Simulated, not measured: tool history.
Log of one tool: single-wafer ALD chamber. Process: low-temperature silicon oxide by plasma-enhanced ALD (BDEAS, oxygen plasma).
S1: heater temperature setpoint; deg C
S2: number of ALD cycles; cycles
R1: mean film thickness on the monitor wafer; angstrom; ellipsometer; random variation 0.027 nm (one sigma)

run,hour,S1,S2,R1
1,0,115,27,40.598
2,4.3,114,28,42.212
3,6,113,29,44.647
4,14,111,29,44.473
5,17.1,110,29,44.203
6,20.2,110,28,42.509
7,21.9,110,28,43.071
8,24.4,108,28,42.643
9,26.4,108,29,44.325

Forecast run 10:
10,34.7,108,30,?

{"run 10": {"R1": 45.643}}

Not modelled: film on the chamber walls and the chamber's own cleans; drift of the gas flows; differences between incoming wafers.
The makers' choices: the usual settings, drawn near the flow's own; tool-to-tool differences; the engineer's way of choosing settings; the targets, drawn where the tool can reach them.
